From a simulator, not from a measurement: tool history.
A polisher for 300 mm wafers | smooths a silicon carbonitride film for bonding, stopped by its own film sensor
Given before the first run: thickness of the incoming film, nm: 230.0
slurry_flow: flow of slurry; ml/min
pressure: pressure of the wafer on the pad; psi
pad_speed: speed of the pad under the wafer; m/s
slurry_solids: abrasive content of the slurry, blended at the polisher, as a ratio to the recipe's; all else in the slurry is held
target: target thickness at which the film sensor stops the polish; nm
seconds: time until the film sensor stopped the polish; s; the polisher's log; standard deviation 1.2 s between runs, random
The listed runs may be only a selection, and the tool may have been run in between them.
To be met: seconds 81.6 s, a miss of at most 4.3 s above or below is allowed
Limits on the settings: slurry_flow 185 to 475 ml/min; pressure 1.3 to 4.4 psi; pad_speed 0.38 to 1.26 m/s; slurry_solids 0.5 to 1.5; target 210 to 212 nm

{"run": 1, "hour": 0.0, "slurry_flow": 305, "pressure": 2.8, "pad_speed": 0.82, "slurry_solids": 1, "target": 210, "seconds": 67.21}
{"run": 2, "hour": 2.5, "slurry_flow": 245, "pressure": 2.8, "pad_speed": 0.82, "slurry_solids": 1, "target": 210, "seconds": 68.273}
{"run": 3, "hour": 8.5, "slurry_flow": 245, "pressure": 2.7, "pad_speed": 0.82, "slurry_solids": 1, "target": 210, "seconds": 72.643}
{"run": 4, "hour": 15.4, "slurry_flow": 245, "pressure": 2.7, "pad_speed": 0.82, "slurry_solids": 1, "target": 212, "seconds": 63.5}
{"run": 5, "hour": 24.2, "slurry_flow": 310, "pressure": 2.7, "pad_speed": 0.82, "slurry_solids": 1, "target": 212, "seconds": 61.431}
{"run": 6, "hour": 28.8, "slurry_flow": 305, "pressure": 2.5, "pad_speed": 0.82, "slurry_solids": 1, "target": 212, "seconds": 66.888}
{"run": 7, "hour": 32.7, "slurry_flow": 305, "pressure": 2.3, "pad_speed": 0.82, "slurry_solids": 1, "target": 212, "seconds": 74.841}
{"run": 8, "hour": 40.0, "slurry_flow": 305, "pressure": 2.2, "pad_speed": 0.82, "slurry_solids": 1, "target": 212, "seconds": 76.754}

Exercise: of the 5 proposed moves below, exactly one satisfies all targets within the stated allowed misses. Which move is it?
{"run": "A", "hour": 47.3, "slurry_flow": 345, "pressure": 1.9, "pad_speed": 0.92, "slurry_solids": 0.95, "target": 210, "seconds": "?"}
{"run": "B", "hour": 47.3, "slurry_flow": 320, "pressure": 1.5, "pad_speed": 1.14, "slurry_solids": 1.05, "target": 212, "seconds": "?"}
{"run": "C", "hour": 47.3, "slurry_flow": 290, "pressure": 2.1, "pad_speed": 0.78, "slurry_solids": 1, "target": 210, "seconds": "?"}
{"run": "D", "hour": 47.3, "slurry_flow": 375, "pressure": 1.7, "pad_speed": 0.88, "slurry_solids": 1.2, "target": 210, "seconds": "?"}
{"run": "E", "hour": 47.3, "slurry_flow": 350, "pressure": 2.2, "pad_speed": 0.88, "slurry_solids": 0.8, "target": 210, "seconds": "?"}

move=A seconds=89.558
move=B seconds=82.001
move=C seconds=90.817
move=D seconds=91.475
move=E seconds=88.456
A: takes the result that was furthest off past its target
B: in spec on every target
C: takes the result that was furthest off past its target
D: takes the result that was furthest off past its target
E: takes the result that was furthest off past its target
So the answer is move B, the one that meets all the targets.

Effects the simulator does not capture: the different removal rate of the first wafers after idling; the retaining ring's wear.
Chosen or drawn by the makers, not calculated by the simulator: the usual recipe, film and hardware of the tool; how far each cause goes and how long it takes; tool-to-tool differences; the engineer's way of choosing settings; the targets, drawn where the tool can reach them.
